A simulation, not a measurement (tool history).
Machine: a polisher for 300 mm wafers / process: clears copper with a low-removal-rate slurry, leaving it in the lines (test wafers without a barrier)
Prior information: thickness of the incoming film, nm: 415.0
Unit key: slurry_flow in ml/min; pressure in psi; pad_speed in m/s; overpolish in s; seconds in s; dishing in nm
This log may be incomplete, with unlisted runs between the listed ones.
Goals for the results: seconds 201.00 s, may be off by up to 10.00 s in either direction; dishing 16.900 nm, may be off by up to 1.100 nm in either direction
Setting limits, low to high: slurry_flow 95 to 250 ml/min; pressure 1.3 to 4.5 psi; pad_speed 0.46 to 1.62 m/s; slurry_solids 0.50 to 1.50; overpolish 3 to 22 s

Run 1, day 0.000: slurry_flow 160 ml/min, pressure 2.9 psi, pad_speed 1.04 m/s, slurry_solids 1.00, overpolish 11 s. Result: seconds 157.03 s, dishing 17.833 nm.
Run 2, day 0.262: slurry_flow 160 ml/min, pressure 2.9 psi, pad_speed 1.04 m/s, slurry_solids 1.00, overpolish 15 s. Result: seconds 159.24 s, dishing 21.260 nm.
Run 3, day 0.458: slurry_flow 160 ml/min, pressure 2.8 psi, pad_speed 1.04 m/s, slurry_solids 1.00, overpolish 15 s. Result: seconds 162.72 s, dishing 20.868 nm.
Run 4, day 0.683: slurry_flow 160 ml/min, pressure 2.7 psi, pad_speed 1.04 m/s, slurry_solids 1.00, overpolish 15 s. Result: seconds 170.03 s, dishing 20.231 nm.
Run 5, day 1.033: slurry_flow 190 ml/min, pressure 2.7 psi, pad_speed 1.04 m/s, slurry_solids 1.00, overpolish 15 s. Result: seconds 162.26 s, dishing 20.980 nm.
Run 6, day 1.142: slurry_flow 190 ml/min, pressure 2.7 psi, pad_speed 1.04 m/s, slurry_solids 0.95, overpolish 15 s. Result: seconds 163.25 s, dishing 21.431 nm.
Run 7, day 1.196: slurry_flow 185 ml/min, pressure 2.6 psi, pad_speed 1.04 m/s, slurry_solids 0.95, overpolish 15 s. Result: seconds 171.70 s, dishing 20.690 nm.
Run 8, day 1.404: slurry_flow 180 ml/min, pressure 2.6 psi, pad_speed 1.04 m/s, slurry_solids 0.95, overpolish 15 s. Result: seconds 171.85 s, dishing 20.483 nm.
Run 9, day 1.725: slurry_flow 175 ml/min, pressure 2.1 psi, pad_speed 1.02 m/s, slurry_solids 0.95, overpolish 14 s. Result: seconds 215.16 s, dishing 17.235 nm.

Pick the move, out of 4, that brings all results within their allowed miss; only one does.
Run A, day 2.046: slurry_flow 185 ml/min, pressure 1.8 psi, pad_speed 1.16 m/s, slurry_solids 0.95, overpolish 19 s. Result: seconds ?, dishing ?.
Run B, day 2.046: slurry_flow 160 ml/min, pressure 2.8 psi, pad_speed 0.74 m/s, slurry_solids 0.80, overpolish 17 s. Result: seconds ?, dishing ?.
Run C, day 2.046: slurry_flow 180 ml/min, pressure 2.2 psi, pad_speed 1.06 m/s, slurry_solids 0.90, overpolish 13 s. Result: seconds ?, dishing ?.
Run D, day 2.046: slurry_flow 160 ml/min, pressure 2.1 psi, pad_speed 1.12 m/s, slurry_solids 0.90, overpolish 17 s. Result: seconds ?, dishing ?.

move  seconds  dishing
   A   221.75   20.480
   B   234.14   18.598
   C   201.97   17.002
   D   204.20   20.213
A: the biggest miss grows against the last run
B: the biggest miss grows against the last run
C: every result within its allowed miss
D: meets the target for the result that was furthest off, but another lies outside its allowed miss
The right move is C.

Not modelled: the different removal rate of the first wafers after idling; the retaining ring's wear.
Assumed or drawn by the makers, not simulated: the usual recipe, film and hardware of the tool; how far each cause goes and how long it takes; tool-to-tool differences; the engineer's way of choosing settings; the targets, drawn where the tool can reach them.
